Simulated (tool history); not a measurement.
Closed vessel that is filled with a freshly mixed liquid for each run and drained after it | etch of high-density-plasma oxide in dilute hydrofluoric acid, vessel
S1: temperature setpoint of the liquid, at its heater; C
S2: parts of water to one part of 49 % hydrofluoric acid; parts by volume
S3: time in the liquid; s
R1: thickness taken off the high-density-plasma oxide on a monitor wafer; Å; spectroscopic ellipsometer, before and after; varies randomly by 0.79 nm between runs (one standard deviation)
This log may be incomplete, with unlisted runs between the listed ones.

run    day  S1  S2   S3      R1
  1      0  24  80  405  450.73
  2  0.225  24  95  405  373.58
  3  0.375  24  70  405  519.62
  4  0.612  24  70  405  522.05
  5  0.825  24  55  405  671.11
  6  0.854  26  55  405  734.66

For run 7, what comes out?
  7  1.079  28  50  405   ?

Run 7 gave R1 888.59 Å.
